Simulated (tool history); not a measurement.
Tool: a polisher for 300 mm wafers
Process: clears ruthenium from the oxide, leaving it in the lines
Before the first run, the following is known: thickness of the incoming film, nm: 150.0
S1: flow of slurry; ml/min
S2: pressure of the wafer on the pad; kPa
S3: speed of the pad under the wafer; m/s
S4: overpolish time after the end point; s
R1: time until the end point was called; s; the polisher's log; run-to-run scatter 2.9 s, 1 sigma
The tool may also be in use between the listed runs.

| run | hour | S1 | S2 | S3 | S4 | R1 |
|---|---|---|---|---|---|---|
| 1 | 0 | 125 | 11.7 | 1 | 5 | 185.99 |
| 2 | 1.6 | 125 | 11 | 1 | 5 | 200.96 |
| 3 | 7.7 | 115 | 9.7 | 1 | 5 | 225.01 |
| 4 | 16.1 | 100 | 9.7 | 1 | 5 | 235.51 |
| 5 | 16.9 | 100 | 9.7 | 1 | 5 | 229.42 |
| 6 | 19.4 | 100 | 11 | 1 | 5 | 201.7 |
| 7 | 26.8 | 100 | 9.7 | 1 | 5 | 238.29 |

Estimate the outcome of run 8 from the log above:
| 8 | 34.1 | 95 | 9.7 | 1 | 5 | ? |

{"run 8": {"R1": 233.68}}
